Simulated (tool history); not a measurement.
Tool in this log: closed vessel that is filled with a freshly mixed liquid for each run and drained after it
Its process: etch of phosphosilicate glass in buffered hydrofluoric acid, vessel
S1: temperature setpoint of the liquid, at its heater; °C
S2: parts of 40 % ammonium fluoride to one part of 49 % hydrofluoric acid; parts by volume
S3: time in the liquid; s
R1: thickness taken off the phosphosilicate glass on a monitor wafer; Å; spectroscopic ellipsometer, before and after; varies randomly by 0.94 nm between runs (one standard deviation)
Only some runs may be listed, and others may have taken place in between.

run,hour,S1,S2,S3,R1
1,0.0,22.0,8.5,30,1394.1
2,8.4,22.0,8.5,30,1399.6
3,16.2,22.0,10.0,30,1231.6
4,23.3,22.0,10.0,30,1222.0
5,24.6,24.0,10.0,30,1370.9
6,33.1,26.0,9.0,30,1637.4
7,35.3,27.5,8.0,30,1998.4
8,44.2,28.5,7.5,30,2270.8

The next listed run, before its measurement:
9,47.5,29.0,7.5,30,?

R1: 2345.3 Å
